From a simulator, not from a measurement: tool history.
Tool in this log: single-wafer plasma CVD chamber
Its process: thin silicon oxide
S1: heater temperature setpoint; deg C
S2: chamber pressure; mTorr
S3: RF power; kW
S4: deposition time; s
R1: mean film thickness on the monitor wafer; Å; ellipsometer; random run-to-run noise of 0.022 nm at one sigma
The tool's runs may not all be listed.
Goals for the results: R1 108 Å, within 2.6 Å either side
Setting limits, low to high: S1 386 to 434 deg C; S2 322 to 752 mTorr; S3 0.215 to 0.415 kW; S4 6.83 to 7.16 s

{"run": 1, "hour": 0.0, "S1": 410, "S2": 537, "S3": 0.315, "S4": 7.16, "R1": 84.655}
{"run": 2, "hour": 3.1, "S1": 410, "S2": 555, "S3": 0.315, "S4": 7.16, "R1": 87.241}
{"run": 3, "hour": 8.6, "S1": 410, "S2": 571, "S3": 0.315, "S4": 7.16, "R1": 89.897}
{"run": 4, "hour": 14.7, "S1": 410, "S2": 585, "S3": 0.315, "S4": 7.16, "R1": 91.782}
{"run": 5, "hour": 23.2, "S1": 410, "S2": 599, "S3": 0.315, "S4": 7.16, "R1": 94.315}
{"run": 6, "hour": 31.8, "S1": 403, "S2": 599, "S3": 0.315, "S4": 7.16, "R1": 94.687}
{"run": 7, "hour": 40.3, "S1": 403, "S2": 610, "S3": 0.315, "S4": 7.16, "R1": 96.187}
{"run": 8, "hour": 45.3, "S1": 403, "S2": 619, "S3": 0.315, "S4": 7.16, "R1": 97.605}

Which one of the following 4 next-run settings gets every result inside its allowed miss? There is exactly one.
{"run": "A", "hour": 50.3, "S1": 403, "S2": 690, "S3": 0.305, "S4": 6.85, "R1": "?"}
{"run": "B", "hour": 50.3, "S1": 393, "S2": 694, "S3": 0.335, "S4": 7.16, "R1": "?"}
{"run": "C", "hour": 50.3, "S1": 405, "S2": 652, "S3": 0.3, "S4": 7.16, "R1": "?"}
{"run": "D", "hour": 50.3, "S1": 411, "S2": 640, "S3": 0.41, "S4": 7.16, "R1": "?"}

move=A R1=102.67
move=B R1=111.22
move=C R1=101.06
move=D R1=106.76
A: an improvement on the last run, though not all results are within tolerance
B: the result that was furthest off in the last run now lies on the other side of its target
C: an improvement on the last run, though not all results are within tolerance
D: every result within its allowed miss
D is the move that brings every result within its allowed miss.

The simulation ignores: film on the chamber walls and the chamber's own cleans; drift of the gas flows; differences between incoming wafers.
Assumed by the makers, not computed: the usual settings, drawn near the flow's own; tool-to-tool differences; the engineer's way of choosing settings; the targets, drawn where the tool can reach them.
